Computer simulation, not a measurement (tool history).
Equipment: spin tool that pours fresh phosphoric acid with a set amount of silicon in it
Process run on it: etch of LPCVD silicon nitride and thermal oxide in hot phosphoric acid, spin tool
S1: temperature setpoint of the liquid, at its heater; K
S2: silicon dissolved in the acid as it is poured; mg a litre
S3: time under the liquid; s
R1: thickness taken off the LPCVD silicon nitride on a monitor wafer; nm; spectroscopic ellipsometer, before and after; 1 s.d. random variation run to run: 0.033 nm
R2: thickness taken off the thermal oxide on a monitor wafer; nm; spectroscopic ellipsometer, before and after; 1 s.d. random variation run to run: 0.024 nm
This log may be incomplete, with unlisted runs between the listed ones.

| run | day | S1 | S2 | S3 | R1 | R2 |
|---|---|---|---|---|---|---|
| 1 | 0 | 433.15 | 10.5 | 180 | 15.456 | 0.48792 |
| 2 | 0.15 | 432.65 | 9.5 | 170 | 14.337 | 0.38675 |
| 3 | 0.312 | 433.65 | 9.5 | 170 | 14.824 | 0.40628 |
| 4 | 0.521 | 433.65 | 15 | 170 | 14.834 | 0.40275 |
| 5 | 0.667 | 433.15 | 13.5 | 160 | 13.753 | 0.36032 |
| 6 | 0.821 | 433.15 | 12 | 150 | 12.873 | 0.3735 |
| 7 | 1.05 | 432.65 | 11 | 145 | 12.198 | 0.35335 |

Run 8 comes next. What will it give?
|  | 1.221 | dissolved silicon flow meter replaced |
| 8 | 1.221 | 432.15 | 10 | 140 | ? | ? |

{"run 8": {"R1": 11.489, "R2": 0.33603}}
